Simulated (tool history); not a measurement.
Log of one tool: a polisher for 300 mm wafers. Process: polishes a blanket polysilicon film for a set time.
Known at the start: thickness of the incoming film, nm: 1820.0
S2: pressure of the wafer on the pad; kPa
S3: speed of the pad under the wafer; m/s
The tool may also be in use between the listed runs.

{"run": 1, "hour": 0.0, "flow of slurry (ml/min)": 285, "S2": 23.4, "S3": 1.28, "polishing time (s)": 67, "film removed (angstrom)": 7490.8}
{"run": 2, "hour": 6.3, "flow of slurry (ml/min)": 260, "S2": 23.4, "S3": 1.28, "polishing time (s)": 67, "film removed (angstrom)": 7631.4}
{"run": 3, "hour": 12.0, "flow of slurry (ml/min)": 260, "S2": 22.1, "S3": 1.28, "polishing time (s)": 67, "film removed (angstrom)": 7295.4}
{"run": 4, "hour": 19.6, "flow of slurry (ml/min)": 260, "S2": 22.1, "S3": 1.04, "polishing time (s)": 67, "film removed (angstrom)": 6024.4}
{"run": 5, "hour": 20.5, "flow of slurry (ml/min)": 260, "S2": 21.4, "S3": 1.04, "polishing time (s)": 67, "film removed (angstrom)": 5862.7}
{"run": 6, "hour": 23.4, "flow of slurry (ml/min)": 315, "S2": 21.4, "S3": 1.04, "polishing time (s)": 67, "film removed (angstrom)": 6029.6}
{"run": 7, "hour": 29.1, "flow of slurry (ml/min)": 315, "S2": 20.7, "S3": 1.04, "polishing time (s)": 67, "film removed (angstrom)": 5882.9}

The next listed run, before its measurement:
{"run": 8, "hour": 36.6, "flow of slurry (ml/min)": 315, "S2": 20, "S3": 1.04, "polishing time (s)": 67, "film removed (angstrom)": "?"}

film removed (angstrom): 5812.5
